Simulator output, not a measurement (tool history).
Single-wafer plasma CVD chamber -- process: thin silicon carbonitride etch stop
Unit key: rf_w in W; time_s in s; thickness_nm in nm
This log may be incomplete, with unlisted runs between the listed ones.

Run 1, hour 0: rf_w 210 W, time_s 23.4 s. Result: thickness_nm 13.364 nm.
Run 2, hour 3.4: rf_w 200 W, time_s 22.7 s. Result: thickness_nm 12.787 nm.
Run 3, hour 8.7: rf_w 170 W, time_s 22.7 s. Result: thickness_nm 12.319 nm.
Run 4, hour 11.1: rf_w 190 W, time_s 22.7 s. Result: thickness_nm 12.687 nm.
Run 5, hour 16.2: rf_w 190 W, time_s 24.6 s. Result: thickness_nm 13.704 nm.
Run 6, hour 22.2: rf_w 185 W, time_s 23.6 s. Result: thickness_nm 13.085 nm.

What does the tool deliver on the next run?
Run 7, hour 24.6: rf_w 180 W, time_s 22.9 s. Result: thickness_nm ?.

thickness_nm: 12.626 nm

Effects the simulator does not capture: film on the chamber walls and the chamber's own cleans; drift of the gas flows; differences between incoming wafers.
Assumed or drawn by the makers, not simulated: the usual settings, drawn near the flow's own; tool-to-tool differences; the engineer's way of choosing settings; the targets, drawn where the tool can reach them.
